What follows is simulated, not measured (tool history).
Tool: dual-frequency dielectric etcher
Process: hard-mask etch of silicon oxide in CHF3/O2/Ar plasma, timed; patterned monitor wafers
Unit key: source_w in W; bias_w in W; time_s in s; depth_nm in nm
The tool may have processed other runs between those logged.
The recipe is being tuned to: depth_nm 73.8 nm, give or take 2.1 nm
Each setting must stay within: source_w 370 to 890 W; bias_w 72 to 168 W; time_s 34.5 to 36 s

run,day,source_w,bias_w,time_s,depth_nm
1,0,630,120,34.5,62.608
2,0.288,630,138,34.5,65.01
3,0.367,630,138,34.5,65.838
4,0.538,630,120,34.5,62.527
5,0.892,570,120,34.5,59.041
6,1.254,630,123,34.5,62.861
7,1.454,680,126,34.5,65.981
8,1.475,710,128,34.5,66.932
9,1.733,830,143,35,76.624
10,1.975,820,142,35,76.008
11,2.092,820,142,35,76.041

5 candidate next runs follow, results not yet known. Just one meets every target within its allowed miss. Identify it.
A,2.208,870,143,35,?
B,2.208,870,145,34.5,?
C,2.208,850,145,35,?
D,2.208,880,128,34.5,?
E,2.208,730,132,34.5,?

move,depth_nm
A,77.801
B,77.074
C,77.363
D,74.106
E,68.674
A: the biggest miss grows against the last run
B: the biggest miss grows against the last run
C: the biggest miss grows against the last run
D: all results land within tolerance of their targets
E: carries the result that was furthest off beyond its target, to the other side
D meets every target.

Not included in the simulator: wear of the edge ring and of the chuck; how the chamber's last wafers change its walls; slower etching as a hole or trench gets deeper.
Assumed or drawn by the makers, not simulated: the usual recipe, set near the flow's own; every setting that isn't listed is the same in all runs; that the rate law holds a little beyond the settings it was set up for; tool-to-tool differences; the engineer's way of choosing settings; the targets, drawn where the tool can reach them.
